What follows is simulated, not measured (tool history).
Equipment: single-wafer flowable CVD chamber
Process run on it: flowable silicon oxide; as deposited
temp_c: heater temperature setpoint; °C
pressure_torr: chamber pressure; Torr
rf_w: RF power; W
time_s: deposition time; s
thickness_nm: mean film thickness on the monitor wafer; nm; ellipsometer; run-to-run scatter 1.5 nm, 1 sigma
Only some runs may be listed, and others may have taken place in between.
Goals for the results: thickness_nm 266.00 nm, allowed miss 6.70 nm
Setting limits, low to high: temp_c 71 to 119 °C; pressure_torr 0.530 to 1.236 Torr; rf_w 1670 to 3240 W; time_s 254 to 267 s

| run | hour | temp_c | pressure_torr | rf_w | time_s | thickness_nm |
|---|---|---|---|---|---|---|
| 1 | 0.0 | 95 | 0.883 | 2455 | 267 | 201.89 |
| 2 | 8.3 | 95 | 0.883 | 2455 | 254 | 191.93 |
| 3 | 16.3 | 95 | 0.883 | 2235 | 254 | 188.91 |
| 4 | 18.4 | 92 | 0.884 | 2235 | 254 | 211.93 |
| 5 | 21.4 | 90 | 0.884 | 2235 | 254 | 228.64 |
| 6 | 29.3 | 90 | 0.884 | 2035 | 254 | 225.15 |
| 7 | 34.6 | 89 | 0.884 | 2035 | 254 | 232.17 |
| 8 | 39.3 | 84 | 0.885 | 2035 | 254 | 279.17 |
| 9 | 46.3 | 84 | 0.885 | 2035 | 254 | 278.49 |
| 10 | 53.9 | 84 | 0.885 | 2035 | 254 | 274.68 |

Which single option among these 5 for the next run brings every result within its allowed miss of target? Just one does.
| A | 61.5 | 80 | 0.720 | 1925 | 254 | ? |
| B | 61.5 | 87 | 0.910 | 2140 | 263 | ? |
| C | 61.5 | 89 | 0.948 | 1935 | 256 | ? |
| D | 61.5 | 83 | 0.887 | 1920 | 254 | ? |
| E | 61.5 | 85 | 0.931 | 2275 | 255 | ? |

| move | thickness_nm |
|---|---|
| A | 253.25 |
| B | 266.79 |
| C | 247.78 |
| D | 282.71 |
| E | 285.75 |
A: moves the result that the last run missed by most past its target, out the other side
B: every result lands within tolerance
C: moves the result that the last run missed by most past its target, out the other side
D: moves away from the targets compared with the last run
E: moves away from the targets compared with the last run
Move B is the one to make.
